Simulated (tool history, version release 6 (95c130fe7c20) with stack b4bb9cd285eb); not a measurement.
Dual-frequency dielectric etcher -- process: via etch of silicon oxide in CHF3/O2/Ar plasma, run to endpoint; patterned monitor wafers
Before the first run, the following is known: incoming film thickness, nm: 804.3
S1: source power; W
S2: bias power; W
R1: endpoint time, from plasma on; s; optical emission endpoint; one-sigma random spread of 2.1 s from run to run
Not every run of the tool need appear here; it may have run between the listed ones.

{"run": 1, "day": 0.0, "S1": 840, "S2": 234, "R1": 335.07}
{"run": 2, "day": 0.058, "S1": 840, "S2": 211, "R1": 349.77}
{"run": 3, "day": 0.117, "S1": 690, "S2": 211, "R1": 373.53}
{"run": 4, "day": 0.3, "S1": 690, "S2": 241, "R1": 351.77}
{"run": 5, "day": 0.475, "S1": 550, "S2": 241, "R1": 381.4}
{"run": 6, "day": 0.529, "S1": 630, "S2": 248, "R1": 358.56}
{"run": 7, "day": 0.717, "S1": 690, "S2": 253, "R1": 346.4}
{"run": 8, "day": 1.029, "S1": 690, "S2": 253, "R1": 343.75}

Predict the results of run 9:
{"run": 9, "day": 1.1, "S1": 740, "S2": 256, "R1": "?"}

Run 9 came out at R1 332.77 s.
